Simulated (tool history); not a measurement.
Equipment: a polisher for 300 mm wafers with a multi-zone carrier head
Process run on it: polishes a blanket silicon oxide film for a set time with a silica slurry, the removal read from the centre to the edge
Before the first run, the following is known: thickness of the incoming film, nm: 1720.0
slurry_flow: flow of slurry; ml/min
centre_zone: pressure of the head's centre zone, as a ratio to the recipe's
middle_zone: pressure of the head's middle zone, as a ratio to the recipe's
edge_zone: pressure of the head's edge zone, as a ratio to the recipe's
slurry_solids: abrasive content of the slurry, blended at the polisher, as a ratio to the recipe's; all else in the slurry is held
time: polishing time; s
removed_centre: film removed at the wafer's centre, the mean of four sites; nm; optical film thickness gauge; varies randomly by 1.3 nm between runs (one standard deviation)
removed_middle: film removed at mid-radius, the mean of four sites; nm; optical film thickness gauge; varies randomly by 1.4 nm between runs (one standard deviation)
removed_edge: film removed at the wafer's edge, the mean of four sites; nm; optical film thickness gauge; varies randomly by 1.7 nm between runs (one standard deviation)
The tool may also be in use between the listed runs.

run 1 hour=0 | slurry_flow=140 centre_zone=1 middle_zone=1 edge_zone=1 slurry_solids=1 time=79 | removed_centre=177.75 removed_middle=179.42 removed_edge=183.67
run 2 hour=1.6 | slurry_flow=140 centre_zone=1 middle_zone=0.93 edge_zone=1 slurry_solids=1 time=79 | removed_centre=179.82 removed_middle=170.23 removed_edge=185.67
run 3 hour=6.5 | slurry_flow=140 centre_zone=1.04 middle_zone=0.93 edge_zone=1 slurry_solids=1 time=79 | removed_centre=187.94 removed_middle=168.98 removed_edge=184.05
run 4 hour=13.5 | slurry_flow=175 centre_zone=1.04 middle_zone=0.93 edge_zone=1 slurry_solids=1 time=79 | removed_centre=196.44 removed_middle=178.29 removed_edge=188.5
run 5 hour=16.1 | slurry_flow=175 centre_zone=1.04 middle_zone=0.93 edge_zone=1.08 slurry_solids=1 time=79 | removed_centre=196.96 removed_middle=180.75 removed_edge=195.86
run 6 hour=21.5 | slurry_flow=175 centre_zone=1.04 middle_zone=0.85 edge_zone=1.08 slurry_solids=1 time=79 | removed_centre=197.69 removed_middle=167.17 removed_edge=195.69
run 7 hour=22.3 | slurry_flow=175 centre_zone=1.04 middle_zone=0.87 edge_zone=1.06 slurry_solids=0.95 time=78 | removed_centre=186.02 removed_middle=166.37 removed_edge=184.64

Forecast run 8:
run 8 hour=24.4 | slurry_flow=135 centre_zone=1.05 middle_zone=0.91 edge_zone=0.96 slurry_solids=0.7 time=77 | removed_centre=? removed_middle=? removed_edge=?

{"run 8": {"removed_centre": 143.7, "removed_middle": 127.79, "removed_edge": 136.19}}
